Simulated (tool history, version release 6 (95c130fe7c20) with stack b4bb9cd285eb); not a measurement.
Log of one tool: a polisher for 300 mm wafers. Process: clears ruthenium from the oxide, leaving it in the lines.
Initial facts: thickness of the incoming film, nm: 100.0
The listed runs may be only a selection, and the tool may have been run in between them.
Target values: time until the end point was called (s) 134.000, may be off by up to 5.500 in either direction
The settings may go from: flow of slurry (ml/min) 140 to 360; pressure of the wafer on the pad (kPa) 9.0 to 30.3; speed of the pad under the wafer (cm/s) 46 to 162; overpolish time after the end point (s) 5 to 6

run  hour  flow of slurry (ml/min)  pressure of the wafer on the pad (kPa)  speed of the pad under the wafer (cm/s)  overpolish time after the end point (s)  time until the end point was called (s)
  1   0.0                      230                                    19.3                                      104                                        6                                   79.488
  2   2.9                      230                                    19.3                                      104                                        5                                   78.304
  3  10.4                      230                                    17.9                                      104                                        5                                   85.977
  4  16.9                      230                                    17.2                                      104                                        5                                   88.958
  5  26.0                      230                                    16.5                                      104                                        5                                   92.964
  6  33.2                      230                                    15.9                                      104                                        5                                   94.639
  7  41.2                      230                                    15.2                                      104                                        5                                  100.920
  8  48.8                      230                                    14.5                                      104                                        5                                  103.890
  9  51.7                      230                                     9.0                                      102                                        5                                  166.500
 10  58.6                      230                                     9.7                                      102                                        5                                  157.190

Which of these 4 next moves meets every target?
  A  65.5                      250                                    10.3                                      110                                        5                                        ?
  B  65.5                      305                                    17.9                                       72                                        6                                        ?
  C  65.5                      220                                    12.4                                       84                                        5                                        ?
  D  65.5                      245                                     9.0                                      114                                        6                                        ?

move  time until the end point was called (s)
   A                                  135.240
   B                                  117.760
   C                                  150.020
   D                                  149.830
A: all results land within tolerance of their targets
B: pushes the last run's worst result past its target
C: gains on the last run, yet a result remains outside its allowed miss
D: gains on the last run, yet a result remains outside its allowed miss
A meets every target.
